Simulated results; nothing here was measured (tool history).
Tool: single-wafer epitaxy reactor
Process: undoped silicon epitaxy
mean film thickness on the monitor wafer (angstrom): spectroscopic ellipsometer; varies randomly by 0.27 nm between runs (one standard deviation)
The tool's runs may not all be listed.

run,hour,wafer temperature setpoint (pyrometer-controlled) (K),deposition time (s),mean film thickness on the monitor wafer (angstrom)
1,0.0,918.15,251,410.38
2,6.0,920.15,251,425.23
3,13.1,920.15,227,384.33
4,18.5,930.15,227,480.46
5,22.6,930.15,207,435.66
6,23.9,934.15,207,474.15
7,30.7,934.15,207,478.26

The next listed run, before its measurement:
# hour 38.0: pyrometer calibrated
8,38.0,933.15,207,?

mean film thickness on the monitor wafer (angstrom): 439.50
